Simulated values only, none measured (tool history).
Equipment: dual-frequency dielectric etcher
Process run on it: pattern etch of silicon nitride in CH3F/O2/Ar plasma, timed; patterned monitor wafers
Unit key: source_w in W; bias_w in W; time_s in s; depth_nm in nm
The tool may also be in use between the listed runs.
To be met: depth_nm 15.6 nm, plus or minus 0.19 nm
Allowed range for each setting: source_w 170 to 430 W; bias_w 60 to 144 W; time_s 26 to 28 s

Run 1, hour 0: source_w 300 W, bias_w 102 W, time_s 28 s. Result: depth_nm 20.602 nm.
Run 2, hour 8: source_w 280 W, bias_w 98 W, time_s 28 s. Result: depth_nm 19.757 nm.
Run 3, hour 16.9: source_w 280 W, bias_w 82 W, time_s 28 s. Result: depth_nm 18.482 nm.
Run 4, hour 22.2: source_w 280 W, bias_w 90 W, time_s 28 s. Result: depth_nm 19.082 nm.
Run 5, hour 28.5: source_w 280 W, bias_w 100 W, time_s 28 s. Result: depth_nm 19.75 nm.
Run 6, hour 37.1: source_w 280 W, bias_w 86 W, time_s 28 s. Result: depth_nm 18.726 nm.
Run 7, hour 44.7: source_w 270 W, bias_w 85 W, time_s 28 s. Result: depth_nm 18.371 nm.
Run 8, hour 47.3: source_w 260 W, bias_w 84 W, time_s 28 s. Result: depth_nm 17.92 nm.
Run 9, hour 49: source_w 250 W, bias_w 84 W, time_s 28 s. Result: depth_nm 17.62 nm.
Run 10, hour 56.5: source_w 240 W, bias_w 84 W, time_s 28 s. Result: depth_nm 17.363 nm.
Run 11, hour 64.9: source_w 230 W, bias_w 84 W, time_s 28 s. Result: depth_nm 16.819 nm.
Run 12, hour 71.4: source_w 180 W, bias_w 83 W, time_s 28 s. Result: depth_nm 14.483 nm.

Below are 4 possible settings for the next run. Only one of them brings all results inside the allowed miss of their targets. Which is it?
Run A, hour 77.9: source_w 200 W, bias_w 80 W, time_s 27.5 s. Result: depth_nm ?.
Run B, hour 77.9: source_w 220 W, bias_w 71 W, time_s 26 s. Result: depth_nm ?.
Run C, hour 77.9: source_w 250 W, bias_w 65 W, time_s 26.5 s. Result: depth_nm ?.
Run D, hour 77.9: source_w 190 W, bias_w 91 W, time_s 28 s. Result: depth_nm ?.

move  depth_nm
   A    15.016
   B    14.323
   C    15.136
   D    15.584
A: an improvement on the last run, though not all results are within tolerance
B: misses by more than the last run did
C: an improvement on the last run, though not all results are within tolerance
D: all results in spec
So the answer is move D, the one that meets all the targets.
